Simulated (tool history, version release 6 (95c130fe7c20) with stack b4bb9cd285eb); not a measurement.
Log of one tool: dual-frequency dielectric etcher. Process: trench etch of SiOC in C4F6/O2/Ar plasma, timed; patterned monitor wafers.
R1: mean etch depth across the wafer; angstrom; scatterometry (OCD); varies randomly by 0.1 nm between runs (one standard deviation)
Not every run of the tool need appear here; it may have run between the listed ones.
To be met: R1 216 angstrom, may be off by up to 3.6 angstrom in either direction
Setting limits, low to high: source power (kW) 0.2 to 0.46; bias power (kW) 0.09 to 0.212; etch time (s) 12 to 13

run 1 day=0 | source_power_(kW)=0.33 bias_power_(kW)=0.151 etch_time_(s)=13 | R1=243.32
run 2 day=0.296 | source_power_(kW)=0.33 bias_power_(kW)=0.172 etch_time_(s)=13 | R1=249.44
run 3 day=0.604 | source_power_(kW)=0.3 bias_power_(kW)=0.169 etch_time_(s)=13 | R1=241.76
run 4 day=0.975 | source_power_(kW)=0.28 bias_power_(kW)=0.169 etch_time_(s)=13 | R1=237.83
-- day=1.017 bias power generator calibrated
run 5 day=1.017 | source_power_(kW)=0.31 bias_power_(kW)=0.169 etch_time_(s)=13 | R1=242.06
run 6 day=1.25 | source_power_(kW)=0.33 bias_power_(kW)=0.169 etch_time_(s)=13 | R1=244.24
run 7 day=1.588 | source_power_(kW)=0.33 bias_power_(kW)=0.169 etch_time_(s)=13 | R1=247.79
run 8 day=1.683 | source_power_(kW)=0.3 bias_power_(kW)=0.161 etch_time_(s)=13 | R1=236.83
run 9 day=1.708 | source_power_(kW)=0.28 bias_power_(kW)=0.158 etch_time_(s)=13 | R1=230.38
run 10 day=1.867 | source_power_(kW)=0.26 bias_power_(kW)=0.156 etch_time_(s)=13 | R1=225.12
run 11 day=2.121 | source_power_(kW)=0.25 bias_power_(kW)=0.155 etch_time_(s)=13 | R1=218.86

Consider the 4 candidate settings below. Which is the only one whose results all fall within their allowed miss of target?
run A day=2.375 | source_power_(kW)=0.24 bias_power_(kW)=0.194 etch_time_(s)=12.5 | R1=?
run B day=2.375 | source_power_(kW)=0.27 bias_power_(kW)=0.178 etch_time_(s)=12 | R1=?
run C day=2.375 | source_power_(kW)=0.26 bias_power_(kW)=0.158 etch_time_(s)=13 | R1=?
run D day=2.375 | source_power_(kW)=0.29 bias_power_(kW)=0.133 etch_time_(s)=13 | R1=?

move=A R1=222.67
move=B R1=216.97
move=C R1=225.14
move=D R1=223.83
A: moves away from the targets compared with the last run
B: all results in spec
C: moves away from the targets compared with the last run
D: moves away from the targets compared with the last run
Answer: B
